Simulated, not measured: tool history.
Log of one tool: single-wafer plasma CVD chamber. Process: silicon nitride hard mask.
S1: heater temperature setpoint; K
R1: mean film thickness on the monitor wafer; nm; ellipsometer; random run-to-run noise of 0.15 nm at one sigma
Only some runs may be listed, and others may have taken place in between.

{"run": 1, "hour": 0.0, "S1": 683.15, "chamber pressure (Torr)": 1.93, "RF power (kW)": 0.32, "deposition time (s)": 25.7, "R1": 32.618}
{"run": 2, "hour": 8.6, "S1": 691.15, "chamber pressure (Torr)": 1.93, "RF power (kW)": 0.32, "deposition time (s)": 25.7, "R1": 32.134}
{"run": 3, "hour": 10.0, "S1": 691.15, "chamber pressure (Torr)": 1.87, "RF power (kW)": 0.32, "deposition time (s)": 25.7, "R1": 31.598}
{"run": 4, "hour": 17.8, "S1": 692.15, "chamber pressure (Torr)": 1.83, "RF power (kW)": 0.32, "deposition time (s)": 25.7, "R1": 31.544}
{"run": 5, "hour": 22.5, "S1": 692.15, "chamber pressure (Torr)": 1.83, "RF power (kW)": 0.32, "deposition time (s)": 25.7, "R1": 31.277}
{"run": 6, "hour": 24.2, "S1": 693.15, "chamber pressure (Torr)": 1.8, "RF power (kW)": 0.32, "deposition time (s)": 25.7, "R1": 31.358}
{"run": 7, "hour": 25.5, "S1": 693.15, "chamber pressure (Torr)": 1.76, "RF power (kW)": 0.32, "deposition time (s)": 25.7, "R1": 30.922}
{"run": 8, "hour": 30.5, "S1": 693.15, "chamber pressure (Torr)": 1.73, "RF power (kW)": 0.32, "deposition time (s)": 25.7, "R1": 30.454}

Expected results for the next run?
{"run": 9, "hour": 36.2, "S1": 693.15, "chamber pressure (Torr)": 1.53, "RF power (kW)": 0.315, "deposition time (s)": 25.7, "R1": "?"}

R1: 28.674 nm
